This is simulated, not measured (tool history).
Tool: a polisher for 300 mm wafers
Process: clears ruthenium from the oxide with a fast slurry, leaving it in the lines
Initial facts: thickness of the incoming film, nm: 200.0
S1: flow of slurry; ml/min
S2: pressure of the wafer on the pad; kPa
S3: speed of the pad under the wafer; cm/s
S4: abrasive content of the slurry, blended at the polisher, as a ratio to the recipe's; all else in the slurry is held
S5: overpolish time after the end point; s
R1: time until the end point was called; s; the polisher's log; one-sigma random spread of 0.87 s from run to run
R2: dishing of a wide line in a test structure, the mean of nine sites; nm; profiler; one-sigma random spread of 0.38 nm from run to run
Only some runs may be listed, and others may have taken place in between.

Run 1, hour 0: S1 215 ml/min, S2 13.8 kPa, S3 88 cm/s, S4 1, S5 23 s. Result: R1 68.642 s, R2 46.854 nm.
Run 2, hour 5.5: S1 215 ml/min, S2 11.7 kPa, S3 88 cm/s, S4 1, S5 23 s. Result: R1 81.098 s, R2 40.986 nm.
Run 3, hour 9.3: S1 215 ml/min, S2 11.7 kPa, S3 98 cm/s, S4 1, S5 23 s. Result: R1 72.27 s, R2 45.906 nm.
Run 4, hour 14.3: S1 215 ml/min, S2 8.3 kPa, S3 98 cm/s, S4 1, S5 23 s. Result: R1 102 s, R2 34.152 nm.
Run 5, hour 21: S1 215 ml/min, S2 6.9 kPa, S3 98 cm/s, S4 1, S5 23 s. Result: R1 121.35 s, R2 30.88 nm.
Run 6, hour 24.3: S1 175 ml/min, S2 6.9 kPa, S3 98 cm/s, S4 1, S5 23 s. Result: R1 126.93 s, R2 28.997 nm.
Run 7, hour 31.5: S1 170 ml/min, S2 7.6 kPa, S3 98 cm/s, S4 1, S5 21 s. Result: R1 113.36 s, R2 28.207 nm.
At hour 39.2: worn pad replaced by a new one.
Run 8, hour 39.2: S1 165 ml/min, S2 7.6 kPa, S3 98 cm/s, S4 1, S5 19 s. Result: R1 103.59 s, R2 29.097 nm.

What does the tool deliver on the next run?
Run 9, hour 41.3: S1 225 ml/min, S2 9 kPa, S3 98 cm/s, S4 1, S5 8 s. Result: R1 ?, R2 ?.

{"run 9": {"R1": 86.732, "R2": 15.96}}
